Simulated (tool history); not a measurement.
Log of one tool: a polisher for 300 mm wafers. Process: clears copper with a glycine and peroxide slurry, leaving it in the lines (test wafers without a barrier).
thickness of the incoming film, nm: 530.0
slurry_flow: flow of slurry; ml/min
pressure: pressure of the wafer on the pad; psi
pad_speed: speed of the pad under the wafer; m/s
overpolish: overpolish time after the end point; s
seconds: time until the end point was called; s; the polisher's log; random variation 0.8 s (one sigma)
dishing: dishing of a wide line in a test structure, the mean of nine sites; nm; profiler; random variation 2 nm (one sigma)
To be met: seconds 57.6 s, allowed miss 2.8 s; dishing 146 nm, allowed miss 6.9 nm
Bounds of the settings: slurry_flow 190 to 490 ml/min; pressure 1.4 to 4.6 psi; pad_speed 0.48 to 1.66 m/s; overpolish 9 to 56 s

run	day	slurry_flow	pressure	pad_speed	overpolish	seconds	dishing
1	0	315	3	1.06	29	82.241	101.16
2	0.254	315	2.7	1.06	29	89.318	93.919
3	0.433	370	2.7	1.06	29	88.482	94.78
4	0.642	370	2.1	1.06	29	105.12	78.568
5	0.733	305	2.1	1.06	29	110.04	77.477
6	1	305	2.5	1.06	29	94.818	87.872
7	1.062	305	3	1.08	29	79.633	98.465
8	1.15	310	3.3	1.08	31	72.95	114.87
9	1.404	310	3.5	1.08	32	69.808	120.52
10	1.533	310	3.7	1.08	33	68.261	126.33
11	1.896	310	3.9	1.08	33	64.381	131.15
12	2.058	310	4	1.08	33	63.098	134.44
13	2.262	310	4.1	1.08	33	61.023	136.7

Which of these 5 next moves meets every target?
A	2.467	275	4.3	1.08	29	?	?
B	2.467	315	4.6	1.04	34	?	?
C	2.467	320	3.8	1.14	30	?	?
D	2.467	320	4.5	1.18	24	?	?
E	2.467	345	4.3	1.02	31	?	?

move	seconds	dishing
A	59.052	127.96
B	56.941	145.74
C	62.099	124.73
D	51.809	123.33
E	61.109	130.93
A: further off than the last run
B: meets every target
C: further off than the last run
D: further off than the last run
E: further off than the last run
Move B is the one to make.
